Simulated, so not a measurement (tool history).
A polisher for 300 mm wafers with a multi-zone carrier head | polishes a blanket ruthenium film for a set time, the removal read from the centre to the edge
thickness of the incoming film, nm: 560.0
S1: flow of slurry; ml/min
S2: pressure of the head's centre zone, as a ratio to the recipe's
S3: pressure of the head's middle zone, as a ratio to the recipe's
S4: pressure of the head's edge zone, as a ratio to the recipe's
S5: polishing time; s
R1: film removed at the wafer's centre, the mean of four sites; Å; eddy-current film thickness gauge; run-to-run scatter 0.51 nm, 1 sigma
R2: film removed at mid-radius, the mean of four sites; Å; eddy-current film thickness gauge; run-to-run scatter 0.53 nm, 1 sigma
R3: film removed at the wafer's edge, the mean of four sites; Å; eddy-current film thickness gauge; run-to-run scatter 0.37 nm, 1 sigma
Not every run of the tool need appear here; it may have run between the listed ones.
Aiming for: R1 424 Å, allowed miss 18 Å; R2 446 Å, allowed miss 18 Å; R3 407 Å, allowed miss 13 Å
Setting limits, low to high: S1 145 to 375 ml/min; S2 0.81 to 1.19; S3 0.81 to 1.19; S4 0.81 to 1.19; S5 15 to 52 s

run 1 day=0 | S1=240 S2=1 S3=1 S4=1 S5=33 | R1=639.24 R2=640.32 R3=647.6
run 2 day=0.083 | S1=240 S2=1 S3=1 S4=0.96 S5=33 | R1=644.6 R2=630.79 R3=635.3
run 3 day=0.279 | S1=240 S2=1 S3=1.01 S4=0.95 S5=31 | R1=614.25 R2=607.55 R3=605.68
run 4 day=0.625 | S1=240 S2=1 S3=1.02 S4=0.94 S5=29 | R1=561.13 R2=574.48 R3=557.44
run 5 day=0.933 | S1=180 S2=1 S3=1.02 S4=0.94 S5=29 | R1=546.41 R2=554.42 R3=539.72
run 6 day=1.158 | S1=175 S2=1 S3=1.02 S4=0.93 S5=28 | R1=515.2 R2=537.93 R3=520.17
run 7 day=1.288 | S1=215 S2=1.04 S3=1.04 S4=0.85 S5=19 | R1=378.84 R2=377.15 R3=351.48
run 8 day=1.421 | S1=220 S2=1.04 S3=1.05 S4=0.87 S5=19 | R1=383.49 R2=383.08 R3=356.86
run 9 day=1.717 | S1=275 S2=1.05 S3=1.15 S4=0.97 S5=21 | R1=434.81 R2=467.57 R3=409.82
run 10 day=1.933 | S1=275 S2=1.05 S3=1.14 S4=0.97 S5=21 | R1=433.66 R2=470.88 R3=418.18

5 next moves are on the table. One of them brings every result within its allowed miss. Which?
run A day=2.15 | S1=280 S2=1.02 S3=1.1 S4=0.94 S5=21 | R1=? R2=? R3=?
run B day=2.15 | S1=195 S2=0.97 S3=1.14 S4=0.81 S5=23 | R1=? R2=? R3=?
run C day=2.15 | S1=220 S2=1.04 S3=1.15 S4=1 S5=22 | R1=? R2=? R3=?
run D day=2.15 | S1=275 S2=1 S3=1.19 S4=0.92 S5=21 | R1=? R2=? R3=?
run E day=2.15 | S1=295 S2=1.11 S3=1.15 S4=0.91 S5=21 | R1=? R2=? R3=?

move=A R1=423.12 R2=443.81 R3=405.38
move=B R1=421.27 R2=479.11 R3=408.61
move=C R1=437.13 R2=469.42 R3=424.48
move=D R1=415.08 R2=474.06 R3=401.37
move=E R1=459.41 R2=463.36 R3=402.31
A: each result inside its tolerance
B: its largest miss is bigger than the last run's
C: neither nearer nor further off than the last run
D: its largest miss is bigger than the last run's
E: the worst result of the last run now meets its target, but another is out of spec
The move that meets every target is A.
